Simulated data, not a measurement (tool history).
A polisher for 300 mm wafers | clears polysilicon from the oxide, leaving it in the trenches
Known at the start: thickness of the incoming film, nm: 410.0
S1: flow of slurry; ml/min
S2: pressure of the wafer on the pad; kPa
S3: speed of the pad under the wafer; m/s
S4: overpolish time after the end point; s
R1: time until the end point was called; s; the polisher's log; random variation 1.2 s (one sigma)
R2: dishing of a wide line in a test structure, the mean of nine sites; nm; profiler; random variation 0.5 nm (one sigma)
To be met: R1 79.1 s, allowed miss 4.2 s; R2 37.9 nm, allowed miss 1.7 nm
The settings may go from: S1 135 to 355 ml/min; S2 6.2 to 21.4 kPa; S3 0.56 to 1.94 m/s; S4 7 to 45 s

| run | hour | S1 | S2 | S3 | S4 | R1 | R2 |
|---|---|---|---|---|---|---|---|
| 1 | 0 | 225 | 13.8 | 1.24 | 23 | 34.557 | 43.982 |
| 2 | 6.1 | 225 | 13.8 | 1.24 | 18 | 34.088 | 44.067 |
| 3 | 10 | 225 | 13.8 | 1.24 | 9 | 33.945 | 40.594 |
| 4 | 16.2 | 225 | 11 | 1.12 | 8 | 47.905 | 33.867 |
| 5 | 22.8 | 210 | 10.3 | 1.02 | 20 | 54.537 | 43.113 |
| 6 | 30.8 | 160 | 10.3 | 1.02 | 20 | 56.654 | 43.379 |
| 7 | 36.5 | 160 | 9 | 1.02 | 18 | 67.085 | 40.96 |
| 8 | 41.1 | 160 | 8.3 | 1.02 | 17 | 72.238 | 37.828 |
|  | 49.4 | slurry nozzle cleaned |
| 9 | 49.4 | 160 | 8.3 | 1 | 17 | 68.502 | 39.052 |
| 10 | 53.5 | 160 | 7.6 | 1 | 17 | 73.867 | 38.989 |

Which of these 4 next moves meets every target?
| A | 57.6 | 135 | 6.2 | 1.12 | 25 | ? | ? |
| B | 57.6 | 140 | 8.3 | 1.04 | 14 | ? | ? |
| C | 57.6 | 155 | 8.3 | 1.14 | 14 | ? | ? |
| D | 57.6 | 165 | 8.3 | 0.86 | 17 | ? | ? |

| move | R1 | R2 |
|---|---|---|
| A | 84.881 | 41.769 |
| B | 69.051 | 37.603 |
| C | 62.116 | 38.963 |
| D | 80.681 | 38.112 |
A: takes the result that was furthest off past its target
B: further off than the last run
C: further off than the last run
D: meets every target
The right move is D.
